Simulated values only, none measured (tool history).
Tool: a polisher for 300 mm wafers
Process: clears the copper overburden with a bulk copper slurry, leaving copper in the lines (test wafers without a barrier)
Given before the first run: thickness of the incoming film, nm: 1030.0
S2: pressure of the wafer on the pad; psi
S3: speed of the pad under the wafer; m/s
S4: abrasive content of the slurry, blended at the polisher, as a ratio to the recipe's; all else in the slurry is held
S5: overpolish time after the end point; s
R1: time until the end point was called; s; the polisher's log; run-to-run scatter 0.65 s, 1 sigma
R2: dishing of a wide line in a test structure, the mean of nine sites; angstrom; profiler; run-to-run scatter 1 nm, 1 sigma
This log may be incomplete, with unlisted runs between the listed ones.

Run 1, day 0: flow of slurry (ml/min) 175, S2 2.8 psi, S3 0.96 m/s, S4 1, S5 14 s. Result: R1 103.41 s, R2 451.93 angstrom.
Run 2, day 0.371: flow of slurry (ml/min) 175, S2 2.8 psi, S3 0.76 m/s, S4 1, S5 14 s. Result: R1 128.2 s, R2 410.49 angstrom.
Run 3, day 0.421: flow of slurry (ml/min) 135, S2 2.8 psi, S3 0.76 m/s, S4 1, S5 14 s. Result: R1 135.21 s, R2 403.75 angstrom.
Run 4, day 0.488: flow of slurry (ml/min) 150, S2 3.3 psi, S3 0.8 m/s, S4 1, S5 13 s. Result: R1 112.47 s, R2 420.98 angstrom.
Run 5, day 0.779: flow of slurry (ml/min) 170, S2 3.7 psi, S3 0.88 m/s, S4 1, S5 12 s. Result: R1 94.23 s, R2 433.27 angstrom.
Run 6, day 1.046: flow of slurry (ml/min) 175, S2 3.9 psi, S3 0.96 m/s, S4 1, S5 12 s. Result: R1 80.6 s, R2 454.04 angstrom.
Run 7, day 1.188: flow of slurry (ml/min) 180, S2 4.1 psi, S3 1 m/s, S4 1, S5 12 s. Result: R1 73.749 s, R2 451.85 angstrom.
Run 8, day 1.271: flow of slurry (ml/min) 180, S2 4.1 psi, S3 1 m/s, S4 1, S5 12 s. Result: R1 74.857 s, R2 459.54 angstrom.

Run 9 has not been measured yet. What should we expect?
Run 9, day 1.5: flow of slurry (ml/min) 185, S2 4.2 psi, S3 1.04 m/s, S4 1, S5 12 s. Result: R1 ?, R2 ?.

{"run 9": {"R1": 70.728, "R2": 463.23}}

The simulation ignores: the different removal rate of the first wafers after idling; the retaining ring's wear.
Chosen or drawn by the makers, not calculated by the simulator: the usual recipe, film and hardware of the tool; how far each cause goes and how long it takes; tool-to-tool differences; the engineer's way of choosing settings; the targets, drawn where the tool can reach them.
